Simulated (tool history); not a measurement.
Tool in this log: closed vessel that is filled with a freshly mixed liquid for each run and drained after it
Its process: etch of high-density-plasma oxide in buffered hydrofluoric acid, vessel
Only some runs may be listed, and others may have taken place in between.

run  hour  temperature setpoint of the liquid (K)  parts of 40 % ammonium fluoride to one part of 49 % hydrofluoric acid (parts by volume)  time in the liquid (s)  thickness taken off the high-density-plasma oxide on a monitor wafer (Å)
  1     0                                  297.15                                                                                     12.5                      90                                                                    1700.2
  2   4.9                                  296.15                                                                                       13                      90                                                                    1512.6
  3   5.9                                  295.65                                                                                       13                      90                                                                      1488
  4  14.5                                  295.15                                                                                       13                      90                                                                      1463
  5  15.3                                  293.65                                                                                       13                      90                                                                    1340.5
  6  17.8                                  293.15                                                                                       13                      90                                                                    1318.9
  7  20.3                                  292.65                                                                                       13                      90                                                                    1255.6

Expected results for the next run?
  8  24.2                                  292.15                                                                                       13                      90                                                                         ?

Run 8 produced thickness taken off the high-density-plasma oxide on a monitor wafer (Å) 1242.3.
